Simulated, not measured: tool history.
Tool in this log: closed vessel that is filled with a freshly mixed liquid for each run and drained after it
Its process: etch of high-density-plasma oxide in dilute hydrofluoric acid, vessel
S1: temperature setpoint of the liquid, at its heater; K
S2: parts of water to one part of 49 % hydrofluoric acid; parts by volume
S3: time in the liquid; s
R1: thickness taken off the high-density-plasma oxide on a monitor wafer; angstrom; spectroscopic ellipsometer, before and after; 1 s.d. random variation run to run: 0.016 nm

run  hour      S1   S2   S3      R1
  1   0.0  299.15  290  105  17.071
  2   5.8  300.15  290  105  17.936
  3  10.7  300.15  340  105  14.312
  4  18.0  301.65  335  105  15.288
  5  19.6  302.65  330  105  16.185
  6  22.0  302.65  265  105  21.592
  7  25.8  302.15  265  105  21.325

The next listed run, before its measurement:
  8  32.7  302.15  265  105   ?

For run 8 the tool returned R1 21.807 angstrom.
